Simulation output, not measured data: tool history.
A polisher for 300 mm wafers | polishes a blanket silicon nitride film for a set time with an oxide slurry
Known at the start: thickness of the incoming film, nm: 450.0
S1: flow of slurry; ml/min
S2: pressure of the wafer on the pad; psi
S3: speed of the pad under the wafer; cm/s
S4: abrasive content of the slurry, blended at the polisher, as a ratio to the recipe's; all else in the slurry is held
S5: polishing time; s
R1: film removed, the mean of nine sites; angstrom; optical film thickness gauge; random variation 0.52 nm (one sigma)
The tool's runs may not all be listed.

run	day	S1	S2	S3	S4	S5	R1
1	0	150	4.8	106	1	91	850.11
2	0.271	150	4.8	106	1.1	91	885.35
3	0.367	150	4.8	106	1.1	95	917.38
4	0.567	145	4.6	106	1.1	95	887.65
5	0.612	145	4.4	106	1.1	95	863.03
6	0.7	145	4.2	106	1.1	95	829.18
7	0.971	145	4	106	1.1	95	815.75
8	1.233	145	3.8	106	1.1	95	787.03
9	1.471	140	3.6	106	1.1	95	749.07

Run 10 comes next. What will it give?
10	1.675	135	3.5	106	1.1	95	?

Run 10 gave R1 728.92 angstrom.
